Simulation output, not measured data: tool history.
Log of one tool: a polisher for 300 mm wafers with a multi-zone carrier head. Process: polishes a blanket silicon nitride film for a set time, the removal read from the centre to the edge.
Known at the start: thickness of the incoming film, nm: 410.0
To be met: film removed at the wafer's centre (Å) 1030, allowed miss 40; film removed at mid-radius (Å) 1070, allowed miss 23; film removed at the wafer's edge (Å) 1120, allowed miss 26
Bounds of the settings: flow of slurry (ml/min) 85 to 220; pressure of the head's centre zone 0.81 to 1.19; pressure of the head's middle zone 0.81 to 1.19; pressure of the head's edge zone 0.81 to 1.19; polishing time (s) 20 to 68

| run | hour | flow of slurry (ml/min) | pressure of the head's centre zone | pressure of the head's middle zone | pressure of the head's edge zone | polishing time (s) | film removed at the wafer's centre (Å) | film removed at mid-radius (Å) | film removed at the wafer's edge (Å) |
|---|---|---|---|---|---|---|---|---|---|
| 1 | 0 | 140 | 1 | 1 | 1 | 44 | 910.24 | 895.19 | 844.74 |
| 2 | 1.9 | 140 | 1.07 | 1 | 1 | 44 | 960.24 | 893.44 | 853.11 |
| 3 | 6.3 | 145 | 1.04 | 1 | 1.03 | 45 | 950.01 | 917.98 | 889.02 |
| 4 | 10.2 | 145 | 1.04 | 1 | 1.09 | 45 | 956.62 | 917.23 | 913.73 |
|  | 15.3 | edge zone pressure recalibrated |
| 5 | 15.3 | 145 | 1.1 | 1 | 1.09 | 45 | 1005.8 | 920.86 | 966.95 |
| 6 | 19.1 | 175 | 1.1 | 1 | 1.09 | 45 | 1035.3 | 945.97 | 974.15 |
| 7 | 26.9 | 170 | 1.08 | 1 | 1.11 | 46 | 1050.5 | 956.08 | 999.26 |
| 8 | 27.7 | 155 | 1.07 | 1.01 | 1.12 | 47 | 1015.9 | 976.09 | 1025.8 |
| 9 | 29.2 | 160 | 1.07 | 1.02 | 1.13 | 47 | 1040.6 | 996.94 | 1042.5 |
| 10 | 29.9 | 160 | 1.07 | 1.03 | 1.14 | 47 | 1046.5 | 996.6 | 1029.7 |

Which of these 5 next moves meets every target?
| A | 30.6 | 170 | 1.12 | 1.16 | 0.95 | 46 | ? | ? | ? |
| B | 30.6 | 135 | 1.01 | 1.08 | 1.19 | 50 | ? | ? | ? |
| C | 30.6 | 140 | 1 | 0.91 | 1.19 | 51 | ? | ? | ? |
| D | 30.6 | 120 | 1.05 | 0.91 | 1.19 | 52 | ? | ? | ? |
| E | 30.6 | 170 | 1.1 | 0.94 | 1.19 | 44 | ? | ? | ? |

| move | film removed at the wafer's centre (Å) | film removed at mid-radius (Å) | film removed at the wafer's edge (Å) |
|---|---|---|---|
| A | 1088.5 | 1092.2 | 936.86 |
| B | 1024.7 | 1078.9 | 1112.3 |
| C | 1040.3 | 958.02 | 1141.8 |
| D | 1082.8 | 952.45 | 1143.7 |
| E | 1020.9 | 873.58 | 1005.4 |
A: further off than the last run
B: meets every target
C: brings the result that was furthest off to its target, and leaves another outside
D: brings the result that was furthest off to its target, and leaves another outside
E: further off than the last run
Move B is the one to make.
